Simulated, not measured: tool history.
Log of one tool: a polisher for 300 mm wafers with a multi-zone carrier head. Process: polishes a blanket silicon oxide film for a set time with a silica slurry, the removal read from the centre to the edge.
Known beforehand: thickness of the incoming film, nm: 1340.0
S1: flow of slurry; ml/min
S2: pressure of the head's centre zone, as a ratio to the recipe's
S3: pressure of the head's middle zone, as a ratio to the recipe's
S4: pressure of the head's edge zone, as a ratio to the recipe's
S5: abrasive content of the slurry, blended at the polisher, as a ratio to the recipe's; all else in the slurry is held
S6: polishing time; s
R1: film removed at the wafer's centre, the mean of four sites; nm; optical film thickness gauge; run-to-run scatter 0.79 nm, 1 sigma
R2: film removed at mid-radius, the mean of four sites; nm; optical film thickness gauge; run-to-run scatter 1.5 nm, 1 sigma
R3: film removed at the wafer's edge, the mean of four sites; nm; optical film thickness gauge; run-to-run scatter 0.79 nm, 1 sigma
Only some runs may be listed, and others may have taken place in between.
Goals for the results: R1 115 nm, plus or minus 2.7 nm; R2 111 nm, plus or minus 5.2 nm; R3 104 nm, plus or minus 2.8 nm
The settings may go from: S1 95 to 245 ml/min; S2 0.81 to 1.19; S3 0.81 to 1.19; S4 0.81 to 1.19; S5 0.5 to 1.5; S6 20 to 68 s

run	hour	S1	S2	S3	S4	S5	S6	R1	R2	R3
1	0	155	1	1	1	1	44	88.565	89.678	93.527
2	2.9	175	1.04	1.03	1.01	1	44	93.307	95.692	95.143
3	7.7	190	1.08	1.04	1.03	1	44	98.486	94.54	95.96
4	8.4	190	1.08	1.04	1.1	1	44	97.256	97.159	97.826
5	10.8	190	1.08	1.04	1.1	1.2	44	106.61	104	105.35
6	15.8	200	1.1	1.06	1.09	1.2	44	108.6	106.18	105.73
7	20.7	210	1.12	1.08	1.07	1.2	44	111.05	108.13	106.24
8	29.3	210	1.12	1.08	1.07	1.2	44	109.95	111.75	104.78

4 next moves are on the table. One of them brings every result within its allowed miss. Which?
A	37.9	245	1.05	1.01	0.98	1.5	43	?	?	?
B	37.9	235	1.1	1.09	1.1	1.15	44	?	?	?
C	37.9	205	1.12	1.16	1.07	1.15	43	?	?	?
D	37.9	235	1.16	1.09	1.02	1.15	44	?	?	?

move	R1	R2	R3
A	112.86	107.41	108.4
B	109.09	106.22	104.91
C	106.4	107.67	100.1
D	114.44	106.2	101.98
A: the furthest-off result lands on target, but another misses its tolerance
B: misses by more than the last run did
C: misses by more than the last run did
D: meets every target
D meets every target.

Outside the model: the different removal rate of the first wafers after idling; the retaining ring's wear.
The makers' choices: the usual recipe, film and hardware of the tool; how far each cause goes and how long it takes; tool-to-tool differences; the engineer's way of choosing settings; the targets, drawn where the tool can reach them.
